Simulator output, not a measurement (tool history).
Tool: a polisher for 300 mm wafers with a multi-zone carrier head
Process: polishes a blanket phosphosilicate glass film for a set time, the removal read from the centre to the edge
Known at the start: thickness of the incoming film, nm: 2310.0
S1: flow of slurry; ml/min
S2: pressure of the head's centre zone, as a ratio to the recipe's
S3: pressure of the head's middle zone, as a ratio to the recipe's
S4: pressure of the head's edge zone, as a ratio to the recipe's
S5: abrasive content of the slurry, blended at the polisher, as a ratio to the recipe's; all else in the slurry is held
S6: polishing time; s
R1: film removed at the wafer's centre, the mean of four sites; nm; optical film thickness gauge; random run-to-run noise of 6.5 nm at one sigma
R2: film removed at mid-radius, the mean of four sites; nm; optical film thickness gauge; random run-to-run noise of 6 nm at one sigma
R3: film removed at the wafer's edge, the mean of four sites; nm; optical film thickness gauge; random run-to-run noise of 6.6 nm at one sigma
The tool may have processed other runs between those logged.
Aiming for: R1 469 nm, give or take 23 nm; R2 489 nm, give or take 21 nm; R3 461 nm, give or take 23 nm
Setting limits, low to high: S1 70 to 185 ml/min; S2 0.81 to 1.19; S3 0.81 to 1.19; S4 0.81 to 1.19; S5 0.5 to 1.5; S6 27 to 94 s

Run 1, day 0: S1 120 ml/min, S2 1, S3 1, S4 1, S5 1, S6 60 s. Result: R1 388.57 nm, R2 394.37 nm, R3 389.71 nm.
Run 2, day 0.179: S1 130 ml/min, S2 1.01, S3 1.03, S4 1.03, S5 1.05, S6 60 s. Result: R1 416.65 nm, R2 411.26 nm, R3 409.59 nm.
Run 3, day 0.208: S1 130 ml/min, S2 1.01, S3 1.03, S4 0.96, S5 1.05, S6 60 s. Result: R1 395.79 nm, R2 408.97 nm, R3 402.43 nm.
Run 4, day 0.467: S1 135 ml/min, S2 1.02, S3 1.07, S4 0.98, S5 1.1, S6 60 s. Result: R1 426.52 nm, R2 435.17 nm, R3 411.17 nm.
Run 5, day 0.612: S1 135 ml/min, S2 1.02, S3 1.07, S4 0.98, S5 1.1, S6 48 s. Result: R1 349.91 nm, R2 351.16 nm, R3 336.03 nm.
At day 0.95: edge zone pressure recalibrated.
Run 6, day 0.95: S1 135 ml/min, S2 1.02, S3 1.07, S4 1.06, S5 1.1, S6 48 s. Result: R1 351.58 nm, R2 346.08 nm, R3 335.19 nm.
Run 7, day 0.996: S1 140 ml/min, S2 1.01, S3 1.09, S4 1.06, S5 1.25, S6 51 s. Result: R1 387.51 nm, R2 391.48 nm, R3 385.82 nm.
Run 8, day 1.3: S1 145 ml/min, S2 1.02, S3 1.12, S4 1.05, S5 1.35, S6 52 s. Result: R1 398.33 nm, R2 437.55 nm, R3 404.48 nm.
Run 9, day 1.425: S1 150 ml/min, S2 1.04, S3 1.11, S4 1.06, S5 1.4, S6 53 s. Result: R1 434.59 nm, R2 449.3 nm, R3 408.51 nm.
Run 10, day 1.579: S1 150 ml/min, S2 1.03, S3 1.1, S4 1.07, S5 1.45, S6 54 s. Result: R1 444.28 nm, R2 456.39 nm, R3 440.46 nm.

Exactly one of the 5 candidate moves below puts every result within its allowed miss. Which one?
Run A, day 1.733: S1 135 ml/min, S2 0.9, S3 1.19, S4 1.11, S5 1.45, S6 55 s. Result: R1 ?, R2 ?, R3 ?.
Run B, day 1.733: S1 135 ml/min, S2 0.99, S3 1.1, S4 1.09, S5 1.5, S6 51 s. Result: R1 ?, R2 ?, R3 ?.
Run C, day 1.733: S1 155 ml/min, S2 1.03, S3 1.11, S4 1.1, S5 1.35, S6 59 s. Result: R1 ?, R2 ?, R3 ?.
Run D, day 1.733: S1 140 ml/min, S2 0.94, S3 1.07, S4 1.07, S5 1.45, S6 55 s. Result: R1 ?, R2 ?, R3 ?.
Run E, day 1.733: S1 170 ml/min, S2 0.94, S3 1.15, S4 1.05, S5 1.35, S6 58 s. Result: R1 ?, R2 ?, R3 ?.

move      R1      R2      R3
   A  384.44  483.27  441.68
   B  397.13  429.53  411.89
   C  473.51  493.35  468.49
   D  404.71  452.39  437.71
   E  432.26  505.19  456.74
A: the furthest-off result lands on target, but another misses its tolerance
B: moves away from the targets compared with the last run
C: all results land within tolerance of their targets
D: moves away from the targets compared with the last run
E: the furthest-off result lands on target, but another misses its tolerance
So the answer is move C, the one that meets all the targets.

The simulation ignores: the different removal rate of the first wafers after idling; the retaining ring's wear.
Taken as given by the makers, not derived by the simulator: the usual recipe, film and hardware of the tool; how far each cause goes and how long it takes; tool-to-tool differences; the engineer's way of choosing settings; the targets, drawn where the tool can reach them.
